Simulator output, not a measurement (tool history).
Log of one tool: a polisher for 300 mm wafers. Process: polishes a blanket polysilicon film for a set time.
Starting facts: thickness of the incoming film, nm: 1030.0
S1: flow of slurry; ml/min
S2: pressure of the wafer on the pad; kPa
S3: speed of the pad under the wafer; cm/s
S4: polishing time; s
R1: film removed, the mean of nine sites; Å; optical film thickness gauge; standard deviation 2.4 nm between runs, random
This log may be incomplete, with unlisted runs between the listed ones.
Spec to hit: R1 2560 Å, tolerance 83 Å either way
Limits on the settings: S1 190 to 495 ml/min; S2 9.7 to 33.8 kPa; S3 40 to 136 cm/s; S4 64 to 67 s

{"run": 1, "hour": 0.0, "S1": 320, "S2": 21.4, "S3": 88, "S4": 64, "R1": 4229}
{"run": 2, "hour": 2.2, "S1": 320, "S2": 21.4, "S3": 88, "S4": 67, "R1": 4461.9}
{"run": 3, "hour": 9.2, "S1": 345, "S2": 21.4, "S3": 88, "S4": 67, "R1": 4399.5}
{"run": 4, "hour": 14.6, "S1": 345, "S2": 18.6, "S3": 88, "S4": 67, "R1": 3852.5}
{"run": 5, "hour": 22.1, "S1": 345, "S2": 16.5, "S3": 88, "S4": 67, "R1": 3453.6}
{"run": 6, "hour": 23.3, "S1": 345, "S2": 16.5, "S3": 88, "S4": 67, "R1": 3486.9}
{"run": 7, "hour": 27.4, "S1": 345, "S2": 14.5, "S3": 88, "S4": 67, "R1": 3057.8}
{"run": 8, "hour": 33.6, "S1": 345, "S2": 13.8, "S3": 88, "S4": 67, "R1": 2893.3}
{"run": 9, "hour": 39.4, "S1": 345, "S2": 11, "S3": 88, "S4": 67, "R1": 2399.6}
{"run": 10, "hour": 47.4, "S1": 355, "S2": 11, "S3": 88, "S4": 67, "R1": 2360.3}

Which of these 5 next moves meets every target?
{"run": "A", "hour": 55.4, "S1": 390, "S2": 13.1, "S3": 84, "S4": 67, "R1": "?"}
{"run": "B", "hour": 55.4, "S1": 275, "S2": 11, "S3": 98, "S4": 67, "R1": "?"}
{"run": "C", "hour": 55.4, "S1": 250, "S2": 13.8, "S3": 84, "S4": 67, "R1": "?"}
{"run": "D", "hour": 55.4, "S1": 350, "S2": 11.7, "S3": 80, "S4": 65, "R1": "?"}
{"run": "E", "hour": 55.4, "S1": 320, "S2": 9.7, "S3": 96, "S4": 67, "R1": "?"}

move=A R1=2709.5
move=B R1=2607.7
move=C R1=2737.7
move=D R1=2243.1
move=E R1=2291.3
A: the result that was furthest off in the last run now lies on the other side of its target
B: every result within its allowed miss
C: the result that was furthest off in the last run now lies on the other side of its target
D: the biggest miss grows against the last run
E: the biggest miss grows against the last run
Correct choice: B, which meets every target

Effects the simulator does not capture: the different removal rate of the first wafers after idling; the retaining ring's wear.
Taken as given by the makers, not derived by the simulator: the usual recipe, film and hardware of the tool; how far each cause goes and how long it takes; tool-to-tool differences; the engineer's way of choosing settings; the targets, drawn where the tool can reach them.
